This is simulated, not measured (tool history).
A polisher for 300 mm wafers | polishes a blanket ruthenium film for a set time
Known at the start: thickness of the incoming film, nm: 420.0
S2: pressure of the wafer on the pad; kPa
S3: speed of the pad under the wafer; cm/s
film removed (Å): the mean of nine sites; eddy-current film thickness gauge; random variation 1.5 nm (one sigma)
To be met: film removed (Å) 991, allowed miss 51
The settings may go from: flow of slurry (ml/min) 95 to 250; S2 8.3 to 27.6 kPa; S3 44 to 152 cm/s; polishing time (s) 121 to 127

Run 1, hour 0: flow of slurry (ml/min) 160, S2 17.9 kPa, S3 98 cm/s, polishing time (s) 121. Result: film removed (Å) 1833.8.
Run 2, hour 4.3: flow of slurry (ml/min) 160, S2 17.9 kPa, S3 98 cm/s, polishing time (s) 127. Result: film removed (Å) 1908.7.
Run 3, hour 7.2: flow of slurry (ml/min) 160, S2 15.9 kPa, S3 96 cm/s, polishing time (s) 127. Result: film removed (Å) 1696.3.
Run 4, hour 11.8: flow of slurry (ml/min) 160, S2 18.6 kPa, S3 96 cm/s, polishing time (s) 127. Result: film removed (Å) 1934.8.
Run 5, hour 14.1: flow of slurry (ml/min) 160, S2 14.5 kPa, S3 96 cm/s, polishing time (s) 127. Result: film removed (Å) 1600.4.
Run 6, hour 20.5: flow of slurry (ml/min) 130, S2 14.5 kPa, S3 96 cm/s, polishing time (s) 127. Result: film removed (Å) 1523.4.
Run 7, hour 23.1: flow of slurry (ml/min) 130, S2 13.1 kPa, S3 94 cm/s, polishing time (s) 127. Result: film removed (Å) 1362.
Run 8, hour 30: flow of slurry (ml/min) 130, S2 11.7 kPa, S3 94 cm/s, polishing time (s) 127. Result: film removed (Å) 1235.7.
Run 9, hour 37.3: flow of slurry (ml/min) 130, S2 11 kPa, S3 94 cm/s, polishing time (s) 127. Result: film removed (Å) 1245.6.
Run 10, hour 39: flow of slurry (ml/min) 130, S2 10.3 kPa, S3 92 cm/s, polishing time (s) 127. Result: film removed (Å) 1143.3.
Run 11, hour 42.9: flow of slurry (ml/min) 130, S2 9.7 kPa, S3 92 cm/s, polishing time (s) 127. Result: film removed (Å) 1067.

Which of these 5 next moves meets every target?
Run A, hour 46.8: flow of slurry (ml/min) 145, S2 9.7 kPa, S3 108 cm/s, polishing time (s) 121. Result: film removed (Å) ?.
Run B, hour 46.8: flow of slurry (ml/min) 105, S2 9 kPa, S3 100 cm/s, polishing time (s) 121. Result: film removed (Å) ?.
Run C, hour 46.8: flow of slurry (ml/min) 100, S2 14.5 kPa, S3 68 cm/s, polishing time (s) 124. Result: film removed (Å) ?.
Run D, hour 46.8: flow of slurry (ml/min) 150, S2 9 kPa, S3 106 cm/s, polishing time (s) 127. Result: film removed (Å) ?.
Run E, hour 46.8: flow of slurry (ml/min) 100, S2 12.4 kPa, S3 78 cm/s, polishing time (s) 122. Result: film removed (Å) ?.

move  film removed (Å)
   A            1184.3
   B            994.47
   C            1137.9
   D            1166.9
   E            1077.5
A: further off than the last run
B: meets every target
C: further off than the last run
D: further off than the last run
E: further off than the last run
The right move is B.

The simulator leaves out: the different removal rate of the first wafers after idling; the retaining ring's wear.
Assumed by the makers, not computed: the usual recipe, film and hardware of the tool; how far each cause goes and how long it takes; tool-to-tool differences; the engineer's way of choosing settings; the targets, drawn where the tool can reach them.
